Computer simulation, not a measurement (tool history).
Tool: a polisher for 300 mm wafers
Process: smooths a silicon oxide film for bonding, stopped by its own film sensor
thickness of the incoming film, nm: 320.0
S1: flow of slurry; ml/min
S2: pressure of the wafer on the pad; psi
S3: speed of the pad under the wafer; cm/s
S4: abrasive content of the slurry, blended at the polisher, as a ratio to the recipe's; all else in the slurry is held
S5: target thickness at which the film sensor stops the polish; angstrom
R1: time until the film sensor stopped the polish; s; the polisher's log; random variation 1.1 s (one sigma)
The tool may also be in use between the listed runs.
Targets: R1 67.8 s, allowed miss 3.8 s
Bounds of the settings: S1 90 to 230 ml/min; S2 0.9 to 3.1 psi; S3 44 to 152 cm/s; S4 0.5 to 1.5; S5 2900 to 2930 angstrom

run	hour	S1	S2	S3	S4	S5	R1
1	0	150	2	98	1	2900	41.875
2	8.3	185	2	98	1	2900	40.74
3	12.7	165	2	98	1	2900	39.977
4	17	165	1.9	98	1	2900	41.34
5	23.5	165	1.8	94	1	2900	45.45
6	32.1	165	1.7	92	1	2900	49.1
7	35.4	165	1.6	92	1	2900	53.127
8	42.1	165	1.1	90	1	2900	75.109

Which of these 5 next moves meets every target?
A	48.8	145	1.2	90	0.9	2930	?
B	48.8	160	1.1	76	1.1	2910	?
C	48.8	150	0.9	94	1.1	2930	?
D	48.8	160	0.9	100	1.15	2900	?
E	48.8	155	1.1	94	0.95	2900	?

move	R1
A	68.445
B	81.329
C	78.076
D	79.972
E	76.609
A: meets every target
B: further off than the last run
C: further off than the last run
D: further off than the last run
E: further off than the last run
Move A is the one to make.

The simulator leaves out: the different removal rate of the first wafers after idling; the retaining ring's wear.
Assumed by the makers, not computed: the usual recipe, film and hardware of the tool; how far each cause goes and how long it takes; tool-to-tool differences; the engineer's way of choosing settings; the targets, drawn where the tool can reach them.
